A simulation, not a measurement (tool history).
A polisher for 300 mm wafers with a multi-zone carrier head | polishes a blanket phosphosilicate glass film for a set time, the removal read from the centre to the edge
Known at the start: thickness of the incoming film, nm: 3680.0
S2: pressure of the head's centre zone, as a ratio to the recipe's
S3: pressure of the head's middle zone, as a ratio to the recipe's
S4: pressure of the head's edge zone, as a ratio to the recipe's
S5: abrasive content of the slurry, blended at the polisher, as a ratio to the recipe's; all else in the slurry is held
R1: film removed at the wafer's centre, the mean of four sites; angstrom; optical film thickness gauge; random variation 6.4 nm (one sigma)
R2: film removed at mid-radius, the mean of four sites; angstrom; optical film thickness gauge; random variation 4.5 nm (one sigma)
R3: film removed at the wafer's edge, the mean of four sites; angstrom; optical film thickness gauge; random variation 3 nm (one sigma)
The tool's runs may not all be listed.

{"run": 1, "day": 0.0, "flow of slurry (ml/min)": 145, "S2": 1, "S3": 1, "S4": 1, "S5": 1, "polishing time (s)": 64, "R1": 5951.9, "R2": 6232.4, "R3": 6134.4}
{"run": 2, "day": 0.075, "flow of slurry (ml/min)": 145, "S2": 1, "S3": 0.96, "S4": 1, "S5": 1, "polishing time (s)": 64, "R1": 5868.2, "R2": 5984.3, "R3": 6083.7}
{"run": 3, "day": 0.162, "flow of slurry (ml/min)": 135, "S2": 1, "S3": 0.92, "S4": 0.97, "S5": 0.95, "polishing time (s)": 64, "R1": 5672.4, "R2": 5485.3, "R3": 5812.3}
{"run": 4, "day": 0.504, "flow of slurry (ml/min)": 125, "S2": 0.99, "S3": 0.9, "S4": 0.93, "S5": 0.9, "polishing time (s)": 64, "R1": 5540.3, "R2": 5149.1, "R3": 5506.4}
{"run": 5, "day": 0.621, "flow of slurry (ml/min)": 120, "S2": 0.96, "S3": 0.89, "S4": 0.91, "S5": 0.85, "polishing time (s)": 64, "R1": 5055.3, "R2": 4999.5, "R3": 5220.5}
{"run": 6, "day": 0.85, "flow of slurry (ml/min)": 120, "S2": 0.96, "S3": 0.89, "S4": 0.91, "S5": 1, "polishing time (s)": 64, "R1": 5490.4, "R2": 5368.6, "R3": 5686.3}
{"run": 7, "day": 1.217, "flow of slurry (ml/min)": 120, "S2": 0.96, "S3": 0.89, "S4": 0.91, "S5": 1, "polishing time (s)": 64, "R1": 5399.3, "R2": 5257.7, "R3": 5783.6}
{"run": 8, "day": 1.583, "flow of slurry (ml/min)": 115, "S2": 0.96, "S3": 0.87, "S4": 0.89, "S5": 0.95, "polishing time (s)": 64, "R1": 5346.8, "R2": 5046.2, "R3": 5517.4}
{"run": 9, "day": 1.85, "flow of slurry (ml/min)": 110, "S2": 0.95, "S3": 0.86, "S4": 0.87, "S5": 0.9, "polishing time (s)": 64, "R1": 4833.9, "R2": 4868, "R3": 5308.3}
{"run": 10, "day": 1.992, "flow of slurry (ml/min)": 110, "S2": 0.97, "S3": 0.85, "S4": 0.86, "S5": 0.85, "polishing time (s)": 64, "R1": 4963, "R2": 4642.4, "R3": 5097.2}
{"run": 11, "day": 2.308, "flow of slurry (ml/min)": 105, "S2": 0.97, "S3": 0.85, "S4": 0.85, "S5": 0.85, "polishing time (s)": 64, "R1": 4965.9, "R2": 4520.1, "R3": 5036.3}

Run 12 comes next. What will it give?
{"run": 12, "day": 2.333, "flow of slurry (ml/min)": 100, "S2": 0.97, "S3": 0.85, "S4": 0.84, "S5": 0.85, "polishing time (s)": 64, "R1": "?", "R2": "?", "R3": "?"}

Run 12 gave R1 4708.9 angstrom, R2 4573.4 angstrom, R3 4938 angstrom.
